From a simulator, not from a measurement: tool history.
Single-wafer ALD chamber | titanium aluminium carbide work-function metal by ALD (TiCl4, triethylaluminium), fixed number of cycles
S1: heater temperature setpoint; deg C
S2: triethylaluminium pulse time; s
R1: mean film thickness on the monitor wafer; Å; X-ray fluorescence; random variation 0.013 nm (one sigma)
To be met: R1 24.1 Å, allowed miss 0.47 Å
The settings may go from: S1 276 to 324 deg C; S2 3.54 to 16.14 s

run,hour,S1,S2,R1
1,0,300,9.84,21.569
2,3,302,10.11,21.965
3,4.1,304,10.27,21.997
4,6.2,304,8.43,21.56
5,9.5,304,11.12,22.247
6,10.4,306,11.37,22.813
7,17,307,11.45,22.591
8,25.7,307,11.45,22.674
9,27.8,308,11.62,23.095
10,29.6,309,11.68,22.823
11,38.2,310,11.92,23.178
12,42.3,311,12.01,23.221
13,50,312,12.12,23.581
14,50.9,312,12.16,23.509
15,57.6,312,12.21,23.625

4 next moves are on the table. One of them brings every result within its allowed miss. Which?
A,64.3,324,14.73,?
B,64.3,317,12.52,?
C,64.3,324,15.36,?
D,64.3,310,11.24,?

move,R1
A,24.939
B,23.986
C,24.967
D,23.031
A: takes the result that was furthest off past its target
B: meets every target
C: takes the result that was furthest off past its target
D: further off than the last run
Move B is the one to make.
